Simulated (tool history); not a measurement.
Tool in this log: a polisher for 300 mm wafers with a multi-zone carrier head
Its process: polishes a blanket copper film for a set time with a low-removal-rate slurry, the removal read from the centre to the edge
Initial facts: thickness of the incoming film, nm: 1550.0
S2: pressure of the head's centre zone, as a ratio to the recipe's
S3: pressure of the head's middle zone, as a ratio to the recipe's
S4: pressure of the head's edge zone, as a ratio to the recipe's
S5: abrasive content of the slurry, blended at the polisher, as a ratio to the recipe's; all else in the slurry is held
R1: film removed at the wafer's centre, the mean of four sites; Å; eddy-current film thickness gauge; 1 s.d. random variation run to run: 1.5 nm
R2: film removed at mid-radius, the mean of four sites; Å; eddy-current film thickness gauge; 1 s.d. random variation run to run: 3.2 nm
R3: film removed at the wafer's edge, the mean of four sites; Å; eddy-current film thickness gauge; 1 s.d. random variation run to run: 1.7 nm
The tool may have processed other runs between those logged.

run 1 hour=0 | flow_of_slurry_(ml/min)=230 S2=1 S3=1 S4=1 S5=1 polishing_time_(s)=68 | R1=2131.7 R2=2113.5 R3=2137.9
run 2 hour=4.8 | flow_of_slurry_(ml/min)=245 S2=0.96 S3=1.03 S4=1.05 S5=1.1 polishing_time_(s)=68 | R1=2101.9 R2=2167.5 R3=2230.5
run 3 hour=13 | flow_of_slurry_(ml/min)=250 S2=0.92 S3=1.07 S4=1.08 S5=1.2 polishing_time_(s)=69 | R1=2122.3 R2=2354.7 R3=2327.6
run 4 hour=20.2 | flow_of_slurry_(ml/min)=250 S2=0.86 S3=1.07 S4=1.08 S5=1.2 polishing_time_(s)=69 | R1=1957.1 R2=2337.3 R3=2336
run 5 hour=27 | flow_of_slurry_(ml/min)=250 S2=0.86 S3=1.07 S4=1.08 S5=1.35 polishing_time_(s)=69 | R1=1994.1 R2=2418.5 R3=2367.6
run 6 hour=32.8 | flow_of_slurry_(ml/min)=250 S2=0.86 S3=1.01 S4=1.08 S5=1.35 polishing_time_(s)=69 | R1=1992 R2=2226.1 R3=2383.5
run 7 hour=40.9 | flow_of_slurry_(ml/min)=260 S2=0.85 S3=1.04 S4=1.11 S5=1.4 polishing_time_(s)=69 | R1=1995.5 R2=2365.8 R3=2403.2

Run 8, settings as shown, results not yet in. Your forecast:
run 8 hour=46.4 | flow_of_slurry_(ml/min)=285 S2=0.81 S3=1.05 S4=1.19 S5=1.5 polishing_time_(s)=73 | R1=? R2=? R3=?

R1: 2043.9 Å
R2: 2624.3 Å
R3: 2717.5 Å
